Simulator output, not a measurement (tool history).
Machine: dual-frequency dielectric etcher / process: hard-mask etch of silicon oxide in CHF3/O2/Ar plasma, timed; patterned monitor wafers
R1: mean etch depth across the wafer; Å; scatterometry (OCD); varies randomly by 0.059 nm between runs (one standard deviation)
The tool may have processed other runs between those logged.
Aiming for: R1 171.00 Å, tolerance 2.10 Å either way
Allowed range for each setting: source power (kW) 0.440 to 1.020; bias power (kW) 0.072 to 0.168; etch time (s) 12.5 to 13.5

{"run": 1, "hour": 0.0, "source power (kW)": 0.73, "bias power (kW)": 0.12, "etch time (s)": 13.5, "R1": 234.26}
{"run": 2, "hour": 0.9, "source power (kW)": 0.73, "bias power (kW)": 0.12, "etch time (s)": 12.5, "R1": 217.73}
{"run": 3, "hour": 1.6, "source power (kW)": 0.73, "bias power (kW)": 0.14, "etch time (s)": 12.5, "R1": 231.73}
{"run": 4, "hour": 9.6, "source power (kW)": 0.73, "bias power (kW)": 0.14, "etch time (s)": 12.5, "R1": 231.79}
{"run": 5, "hour": 16.4, "source power (kW)": 0.66, "bias power (kW)": 0.127, "etch time (s)": 12.5, "R1": 214.47}
{"run": 6, "hour": 24.1, "source power (kW)": 0.66, "bias power (kW)": 0.143, "etch time (s)": 12.5, "R1": 226.39}
{"run": 7, "hour": 31.3, "source power (kW)": 0.61, "bias power (kW)": 0.13, "etch time (s)": 12.5, "R1": 211.05}
{"run": 8, "hour": 33.6, "source power (kW)": 0.57, "bias power (kW)": 0.121, "etch time (s)": 12.5, "R1": 199.57}
{"run": 9, "hour": 39.0, "source power (kW)": 0.57, "bias power (kW)": 0.121, "etch time (s)": 12.5, "R1": 199.53}
{"run": 10, "hour": 43.9, "source power (kW)": 0.57, "bias power (kW)": 0.121, "etch time (s)": 12.5, "R1": 199.92}
{"run": 11, "hour": 44.5, "source power (kW)": 0.54, "bias power (kW)": 0.115, "etch time (s)": 12.5, "R1": 191.71}
{"run": 12, "hour": 51.4, "source power (kW)": 0.52, "bias power (kW)": 0.111, "etch time (s)": 12.5, "R1": 185.95}
{"run": 13, "hour": 59.4, "source power (kW)": 0.5, "bias power (kW)": 0.109, "etch time (s)": 12.5, "R1": 181.43}
{"run": 14, "hour": 60.2, "source power (kW)": 0.49, "bias power (kW)": 0.108, "etch time (s)": 12.5, "R1": 179.13}
{"run": 15, "hour": 66.5, "source power (kW)": 0.44, "bias power (kW)": 0.1, "etch time (s)": 12.5, "R1": 166.93}

Consider the 4 candidate settings below. Which is the only one whose results all fall within their allowed miss of target?
{"run": "A", "hour": 72.8, "source power (kW)": 0.47, "bias power (kW)": 0.09, "etch time (s)": 12.5, "R1": "?"}
{"run": "B", "hour": 72.8, "source power (kW)": 0.45, "bias power (kW)": 0.097, "etch time (s)": 12.5, "R1": "?"}
{"run": "C", "hour": 72.8, "source power (kW)": 0.45, "bias power (kW)": 0.087, "etch time (s)": 13.5, "R1": "?"}
{"run": "D", "hour": 72.8, "source power (kW)": 0.44, "bias power (kW)": 0.098, "etch time (s)": 12.5, "R1": "?"}

move=A R1=163.74
move=B R1=166.58
move=C R1=171.42
move=D R1=165.98
A: moves away from the targets compared with the last run
B: moves away from the targets compared with the last run
C: every result lands within tolerance
D: moves away from the targets compared with the last run
Correct choice: C, which meets every target
